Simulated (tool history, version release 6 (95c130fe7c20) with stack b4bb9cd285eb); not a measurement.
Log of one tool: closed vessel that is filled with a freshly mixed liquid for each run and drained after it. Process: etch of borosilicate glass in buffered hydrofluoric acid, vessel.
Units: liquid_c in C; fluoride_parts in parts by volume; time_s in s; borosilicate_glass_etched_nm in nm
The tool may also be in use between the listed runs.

run	hour	liquid_c	fluoride_parts	time_s	borosilicate_glass_etched_nm
1	0	24	16	90	73.262
2	3.1	20.5	16	90	60.347
3	9.6	20.5	16	95	64.73
4	12.6	20.5	14	95	74.115
# hour 21.4: hydrofluoric acid flow meter replaced
5	21.4	20.5	14	95	80.204
6	26.4	20.5	14	90	77.11

The next listed run, before its measurement:
7	31.9	21.5	14	90	?

borosilicate_glass_etched_nm: 81.468 nm
